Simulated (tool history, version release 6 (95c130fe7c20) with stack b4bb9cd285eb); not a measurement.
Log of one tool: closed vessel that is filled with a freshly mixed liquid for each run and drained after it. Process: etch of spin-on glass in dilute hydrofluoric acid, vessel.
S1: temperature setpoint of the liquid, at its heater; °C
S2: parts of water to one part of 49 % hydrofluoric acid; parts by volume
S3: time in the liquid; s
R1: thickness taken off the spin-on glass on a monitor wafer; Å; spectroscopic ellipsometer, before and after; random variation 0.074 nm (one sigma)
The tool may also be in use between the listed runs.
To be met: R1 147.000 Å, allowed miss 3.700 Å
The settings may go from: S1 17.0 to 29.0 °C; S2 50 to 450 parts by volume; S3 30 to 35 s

run    day    S1   S2  S3       R1
  1  0.000  21.0  250  35   61.583
  2  0.317  23.5  210  35   83.514
  3  0.408  23.5  210  30   70.905
  4  0.646  23.5  165  30   95.649
  5  0.829  23.5  235  30   62.204
  6  0.917  23.5  235  30   62.028
  7  1.088  24.5  190  30   84.503
  8  1.417  25.5  165  30  102.330

5 next moves are on the table. One of them brings every result within its allowed miss. Which?
  A  1.746  29.0  145  35   ?
  B  1.746  22.5  120  35   ?
  C  1.746  27.0  145  35   ?
  D  1.746  27.0  140  35   ?
  E  1.746  25.0  205  30   ?

move       R1
   A  159.130
   B  154.810
   C  147.830
   D  154.060
   E   77.663
A: takes the result that was furthest off past its target
B: takes the result that was furthest off past its target
C: meets every target
D: takes the result that was furthest off past its target
E: further off than the last run
The right move is C.
